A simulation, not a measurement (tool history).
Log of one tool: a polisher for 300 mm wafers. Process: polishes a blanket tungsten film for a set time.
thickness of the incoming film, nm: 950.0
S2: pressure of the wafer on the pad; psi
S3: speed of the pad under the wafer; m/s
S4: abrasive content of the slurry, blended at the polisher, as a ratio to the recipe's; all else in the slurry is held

run 1 hour=0 | flow_of_slurry_(ml/min)=205 S2=2.9 S3=1 S4=1 polishing_time_(s)=80 | film_removed_(angstrom)=2926.4
run 2 hour=1.8 | flow_of_slurry_(ml/min)=205 S2=2.9 S3=1 S4=0.9 polishing_time_(s)=80 | film_removed_(angstrom)=2881.1
run 3 hour=7.6 | flow_of_slurry_(ml/min)=205 S2=2.8 S3=1 S4=0.9 polishing_time_(s)=80 | film_removed_(angstrom)=2798.8
run 4 hour=9.2 | flow_of_slurry_(ml/min)=205 S2=2.7 S3=1 S4=0.9 polishing_time_(s)=80 | film_removed_(angstrom)=2695
run 5 hour=14.3 | flow_of_slurry_(ml/min)=205 S2=2.6 S3=1 S4=0.9 polishing_time_(s)=80 | film_removed_(angstrom)=2604.8
run 6 hour=15.7 | flow_of_slurry_(ml/min)=205 S2=2.6 S3=1 S4=1.1 polishing_time_(s)=80 | film_removed_(angstrom)=2796.8

Run 7 comes next. What will it give?
run 7 hour=17.9 | flow_of_slurry_(ml/min)=205 S2=2.5 S3=1 S4=1.1 polishing_time_(s)=80 | film_removed_(angstrom)=?

Run 7 gave film removed (angstrom) 2691.2.

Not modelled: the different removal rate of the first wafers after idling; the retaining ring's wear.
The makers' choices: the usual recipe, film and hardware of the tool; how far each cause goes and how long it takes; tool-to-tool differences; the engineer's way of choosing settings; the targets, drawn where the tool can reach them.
